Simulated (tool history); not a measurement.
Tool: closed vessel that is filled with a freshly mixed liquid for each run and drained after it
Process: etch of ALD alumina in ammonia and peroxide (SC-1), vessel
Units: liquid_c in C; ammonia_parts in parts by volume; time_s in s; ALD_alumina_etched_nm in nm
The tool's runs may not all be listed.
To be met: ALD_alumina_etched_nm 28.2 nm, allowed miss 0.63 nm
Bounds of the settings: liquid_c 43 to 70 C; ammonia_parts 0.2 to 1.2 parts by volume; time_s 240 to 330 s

run	day	liquid_c	ammonia_parts	time_s	ALD_alumina_etched_nm
1	0	59	0.9	330	25.145
2	0.3	59.5	0.9	330	25.642
3	0.562	60.5	0.9	330	27.164
4	0.867	60.5	0.9	240	19.553
5	1.008	61.5	0.9	245	21.064
6	1.2	55.5	0.9	245	15.542
7	1.467	56.5	0.9	245	16.451
8	1.529	57.5	0.9	245	17.24
9	1.804	58.5	0.9	245	18.2
10	1.996	59.5	0.9	245	19.12
11	2.204	60.5	0.9	245	20.163
12	2.521	61.5	0.9	245	21.28
13	2.779	62	0.9	245	21.622
14	2.825	62.5	0.9	245	22.264
15	2.996	63	0.9	245	22.908
16	3.221	63.5	0.9	245	23.302
17	3.554	64	0.9	245	23.963
18	3.921	64.5	0.9	245	24.554
19	4.112	65	0.9	245	25.24
20	4.388	65.5	0.9	245	25.732
21	4.725	66.5	0.9	245	26.873

Which of these 5 next moves meets every target?
A	5.062	66	0.65	240	?
B	5.062	64	1.1	265	?
C	5.062	64	0.95	255	?
D	5.062	62	0.65	310	?
E	5.062	63.5	0.7	305	?

move	ALD_alumina_etched_nm
A	25.084
B	26.387
C	25.042
D	26.592
E	28.391
A: further off than the last run
B: further off than the last run
C: further off than the last run
D: further off than the last run
E: meets every target
The right move is E.
